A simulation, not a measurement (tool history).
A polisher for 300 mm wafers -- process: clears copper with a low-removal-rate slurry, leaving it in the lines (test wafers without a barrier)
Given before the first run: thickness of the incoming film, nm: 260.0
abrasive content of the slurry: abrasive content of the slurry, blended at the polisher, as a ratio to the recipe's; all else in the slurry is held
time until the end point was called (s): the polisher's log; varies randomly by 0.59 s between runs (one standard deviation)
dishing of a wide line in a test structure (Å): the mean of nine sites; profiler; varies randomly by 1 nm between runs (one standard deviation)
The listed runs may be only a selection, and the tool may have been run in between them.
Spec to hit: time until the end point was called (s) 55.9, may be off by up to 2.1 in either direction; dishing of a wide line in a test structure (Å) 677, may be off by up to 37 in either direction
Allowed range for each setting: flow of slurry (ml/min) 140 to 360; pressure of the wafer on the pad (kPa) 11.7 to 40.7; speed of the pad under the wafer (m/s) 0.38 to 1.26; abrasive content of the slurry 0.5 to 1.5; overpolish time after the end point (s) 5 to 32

run,hour,flow of slurry (ml/min),pressure of the wafer on the pad (kPa),speed of the pad under the wafer (m/s),abrasive content of the slurry,overpolish time after the end point (s),time until the end point was called (s),dishing of a wide line in a test structure (Å)
1,0,230,26.2,0.82,1,16,78.916,394.32
2,2.5,230,29,0.82,1,16,70.51,433.05
3,4.7,230,29,0.82,1,9,70.962,260.27
4,6.9,230,29.6,0.82,1,10,69.737,291.6
5,8.8,230,30.3,0.82,1,11,67.983,327.28
6,17.6,230,30.3,1,1,11,55.567,394.36
7,19.3,230,30.3,1,1,12,56.842,420.56
8,26.9,225,30.3,1,1,13,56.597,449.4
9,32.1,220,30.3,1,1,14,56.172,468.63

5 next moves are on the table. One of them brings every result within its allowed miss. Which?
A,37.3,140,30.3,0.98,1.35,11,?,?
B,37.3,190,37.2,0.92,0.6,10,?,?
C,37.3,210,28.3,1.04,1.1,25,?,?
D,37.3,220,26.2,1.1,1.15,20,?,?
E,37.3,210,37.9,0.76,1.3,21,?,?

move,time until the end point was called (s),dishing of a wide line in a test structure (Å)
A,57.958,368.11
B,56.798,346.39
C,56.99,728.97
D,57.148,610.37
E,55.92,659.42
A: lands further from the targets than the last run did
B: lands further from the targets than the last run did
C: carries the result that was furthest off beyond its target, to the other side
D: better than the last run, though not everything is in spec
E: hits every target within its allowed miss
E is the move that brings every result within its allowed miss.
